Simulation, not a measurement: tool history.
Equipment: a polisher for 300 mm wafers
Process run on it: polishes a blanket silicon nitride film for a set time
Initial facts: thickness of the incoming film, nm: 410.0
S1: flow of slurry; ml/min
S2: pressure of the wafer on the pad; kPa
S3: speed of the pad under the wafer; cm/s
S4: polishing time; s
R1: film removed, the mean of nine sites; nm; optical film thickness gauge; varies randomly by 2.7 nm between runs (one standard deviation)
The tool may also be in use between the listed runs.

run  hour   S1    S2   S3  S4      R1
  1     0  170  21.4  142  93  170.85
  2     3  210  21.4  142  93  179.38
  3   7.3  210  21.4  142  93  174.71
  4   9.2  210  23.4  142  93  196.75
  5  10.5  175  23.4  142  93  189.58
  6  19.5  175  23.4  168  93  218.86
  7  21.5  180  24.1  168  93  217.12

For run 8, what comes out?
  8  23.8  180  24.1  168  93   ?

R1: 226.14 nm

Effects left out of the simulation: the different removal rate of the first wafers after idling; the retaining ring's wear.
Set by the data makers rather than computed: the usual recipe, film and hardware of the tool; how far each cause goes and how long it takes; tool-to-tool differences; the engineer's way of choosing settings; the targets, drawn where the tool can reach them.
